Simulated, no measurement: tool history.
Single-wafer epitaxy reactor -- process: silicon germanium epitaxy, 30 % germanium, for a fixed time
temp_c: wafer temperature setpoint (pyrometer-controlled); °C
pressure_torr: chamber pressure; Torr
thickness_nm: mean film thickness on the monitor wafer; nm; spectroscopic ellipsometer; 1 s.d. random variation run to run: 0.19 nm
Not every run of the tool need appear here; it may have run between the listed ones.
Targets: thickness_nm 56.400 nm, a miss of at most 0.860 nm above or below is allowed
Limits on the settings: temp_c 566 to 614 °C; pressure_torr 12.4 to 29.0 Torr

| run | hour | temp_c | pressure_torr | thickness_nm |
|---|---|---|---|---|
| 1 | 0.0 | 590 | 20.7 | 43.317 |
| 2 | 8.6 | 583 | 20.7 | 38.431 |
| 3 | 12.8 | 578 | 20.7 | 35.353 |
| 4 | 21.6 | 570 | 20.7 | 30.927 |
| 5 | 26.2 | 566 | 20.7 | 29.017 |
| 6 | 28.7 | 579 | 20.9 | 36.257 |
| 7 | 30.8 | 591 | 21.3 | 44.616 |
| 8 | 35.1 | 595 | 21.4 | 47.656 |
| 9 | 42.7 | 598 | 21.4 | 49.936 |
| 10 | 49.8 | 600 | 21.4 | 51.479 |
| 11 | 58.1 | 602 | 21.4 | 53.059 |
| 12 | 65.6 | 602 | 21.4 | 52.826 |
| 13 | 67.8 | 603 | 21.4 | 54.014 |
| 14 | 76.6 | 603 | 21.4 | 54.049 |
| 15 | 84.0 | 604 | 21.4 | 54.883 |

Which of these 5 next moves meets every target?
| A | 91.4 | 606 | 19.5 | ? |
| B | 91.4 | 602 | 21.1 | ? |
| C | 91.4 | 607 | 18.3 | ? |
| D | 91.4 | 607 | 18.0 | ? |
| E | 91.4 | 607 | 20.3 | ? |

| move | thickness_nm |
|---|---|
| A | 54.545 |
| B | 53.222 |
| C | 53.656 |
| D | 53.202 |
| E | 56.549 |
A: lands further from the targets than the last run did
B: lands further from the targets than the last run did
C: lands further from the targets than the last run did
D: lands further from the targets than the last run did
E: hits every target within its allowed miss
Move E is the one to make.

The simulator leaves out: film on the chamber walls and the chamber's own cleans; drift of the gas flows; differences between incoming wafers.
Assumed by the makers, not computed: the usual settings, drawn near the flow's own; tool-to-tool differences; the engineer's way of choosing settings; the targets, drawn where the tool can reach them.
